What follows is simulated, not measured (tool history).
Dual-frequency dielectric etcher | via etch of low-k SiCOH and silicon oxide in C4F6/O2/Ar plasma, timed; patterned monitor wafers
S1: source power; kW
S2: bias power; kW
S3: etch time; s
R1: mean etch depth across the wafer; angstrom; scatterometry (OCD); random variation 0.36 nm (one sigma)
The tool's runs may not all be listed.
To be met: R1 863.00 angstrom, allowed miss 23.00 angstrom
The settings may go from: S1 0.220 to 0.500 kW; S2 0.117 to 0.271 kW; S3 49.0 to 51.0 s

run    day     S1     S2    S3       R1
  1  0.000  0.360  0.194  49.0  1125.20
  2  0.371  0.380  0.194  49.0  1151.20
  3  0.492  0.350  0.182  49.0  1075.40
  4  0.767  0.330  0.177  49.0  1045.10
  5  0.858  0.330  0.177  51.0  1082.20
  6  0.888  0.330  0.155  51.0  1026.60
  7  1.179  0.320  0.151  51.0  1006.30
  8  1.450  0.310  0.147  51.0   975.06
  9  1.496  0.300  0.146  51.0   966.08
 10  1.862  0.290  0.144  51.0   941.56

Which of these 5 next moves meets every target?
  A  2.229  0.290  0.145  49.0   ?
  B  2.229  0.270  0.148  50.5   ?
  C  2.229  0.340  0.129  49.0   ?
  D  2.229  0.270  0.123  51.0   ?
  E  2.229  0.300  0.143  49.5   ?

move      R1
   A  909.43
   B  918.24
   C  923.46
   D  855.26
   E  926.05
A: nearer than the last run, and not there yet
B: nearer than the last run, and not there yet
C: nearer than the last run, and not there yet
D: meets every target
E: nearer than the last run, and not there yet
Move D is the one to make.

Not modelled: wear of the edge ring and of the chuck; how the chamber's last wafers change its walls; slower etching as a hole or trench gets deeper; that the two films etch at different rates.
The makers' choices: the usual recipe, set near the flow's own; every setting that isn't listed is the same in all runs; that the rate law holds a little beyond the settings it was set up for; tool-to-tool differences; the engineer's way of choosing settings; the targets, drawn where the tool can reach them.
